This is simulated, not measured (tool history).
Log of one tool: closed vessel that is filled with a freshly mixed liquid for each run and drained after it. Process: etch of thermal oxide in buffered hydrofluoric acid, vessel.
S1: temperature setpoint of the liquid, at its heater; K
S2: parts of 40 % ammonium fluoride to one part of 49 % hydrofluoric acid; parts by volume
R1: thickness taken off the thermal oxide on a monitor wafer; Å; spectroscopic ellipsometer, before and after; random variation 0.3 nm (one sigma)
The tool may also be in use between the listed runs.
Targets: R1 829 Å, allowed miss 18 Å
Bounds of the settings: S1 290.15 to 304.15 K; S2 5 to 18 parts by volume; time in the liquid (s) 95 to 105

run 1 hour=0 | S1=296.15 S2=11 time_in_the_liquid_(s)=95 | R1=1072.1
run 2 hour=6 | S1=296.15 S2=11 time_in_the_liquid_(s)=95 | R1=1072.9
run 3 hour=10.5 | S1=294.15 S2=11 time_in_the_liquid_(s)=95 | R1=962.68
run 4 hour=15.5 | S1=293.15 S2=11 time_in_the_liquid_(s)=95 | R1=904.18
run 5 hour=16.7 | S1=292.65 S2=11 time_in_the_liquid_(s)=95 | R1=882.79
run 6 hour=21.2 | S1=292.15 S2=11 time_in_the_liquid_(s)=95 | R1=859.67
-- hour=25.4 hydrofluoric acid flow meter replaced
run 7 hour=25.4 | S1=291.65 S2=11 time_in_the_liquid_(s)=95 | R1=750.05
run 8 hour=31.1 | S1=292.15 S2=11 time_in_the_liquid_(s)=95 | R1=774.64

Which of these 4 next moves meets every target?
run A hour=36.8 | S1=296.65 S2=15.5 time_in_the_liquid_(s)=100 | R1=?
run B hour=36.8 | S1=292.65 S2=11 time_in_the_liquid_(s)=105 | R1=?
run C hour=36.8 | S1=291.65 S2=12 time_in_the_liquid_(s)=100 | R1=?
run D hour=36.8 | S1=290.65 S2=10.5 time_in_the_liquid_(s)=105 | R1=?

move=A R1=746.19
move=B R1=878.21
move=C R1=726.1
move=D R1=820.68
A: further off than the last run
B: takes the result that was furthest off past its target
C: further off than the last run
D: meets every target
Move D is the one to make.

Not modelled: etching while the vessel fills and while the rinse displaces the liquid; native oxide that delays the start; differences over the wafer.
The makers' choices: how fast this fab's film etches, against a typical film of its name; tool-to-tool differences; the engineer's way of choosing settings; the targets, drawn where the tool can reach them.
